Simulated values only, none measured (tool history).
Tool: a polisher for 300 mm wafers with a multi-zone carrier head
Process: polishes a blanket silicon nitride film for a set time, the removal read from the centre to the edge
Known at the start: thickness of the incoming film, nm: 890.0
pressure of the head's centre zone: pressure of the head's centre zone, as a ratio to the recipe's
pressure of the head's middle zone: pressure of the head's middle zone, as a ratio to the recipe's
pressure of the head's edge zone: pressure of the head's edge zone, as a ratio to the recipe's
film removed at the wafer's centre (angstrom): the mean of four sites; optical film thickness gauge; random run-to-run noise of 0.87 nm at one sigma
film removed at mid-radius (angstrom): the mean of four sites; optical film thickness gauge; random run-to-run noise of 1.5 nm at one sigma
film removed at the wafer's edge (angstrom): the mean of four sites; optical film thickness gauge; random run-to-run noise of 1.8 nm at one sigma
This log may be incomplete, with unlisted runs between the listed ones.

| run | hour | flow of slurry (ml/min) | pressure of the head's centre zone | pressure of the head's middle zone | pressure of the head's edge zone | polishing time (s) | film removed at the wafer's centre (angstrom) | film removed at mid-radius (angstrom) | film removed at the wafer's edge (angstrom) |
|---|---|---|---|---|---|---|---|---|---|
| 1 | 0 | 245 | 1 | 1 | 1 | 42 | 914.1 | 914.34 | 921.26 |
| 2 | 4.4 | 245 | 1 | 1 | 0.95 | 42 | 920.47 | 917.68 | 890.61 |
| 3 | 8.6 | 245 | 0.99 | 1 | 0.97 | 43 | 921.02 | 935.43 | 916.21 |
| 4 | 11.4 | 245 | 1.07 | 1 | 0.97 | 43 | 1022.6 | 935.24 | 938.47 |
| 5 | 17 | 240 | 1.05 | 1 | 0.99 | 44 | 1001.3 | 950.02 | 958.41 |
| 6 | 18.5 | 205 | 1.05 | 1 | 0.99 | 44 | 973.59 | 926.8 | 943.11 |
| 7 | 26.9 | 210 | 1.04 | 1 | 1.01 | 45 | 983.21 | 971.63 | 972.3 |
| 8 | 30.1 | 210 | 1.04 | 1 | 1.01 | 45 | 1005.2 | 950.94 | 964.76 |

Forecast run 9:
| 9 | 31.1 | 225 | 1.02 | 0.99 | 1.03 | 46 | ? | ? | ? |

{"run 9": {"film removed at the wafer's centre (angstrom)": 1010.6, "film removed at mid-radius (angstrom)": 986.43, "film removed at the wafer's edge (angstrom)": 1017.2}}
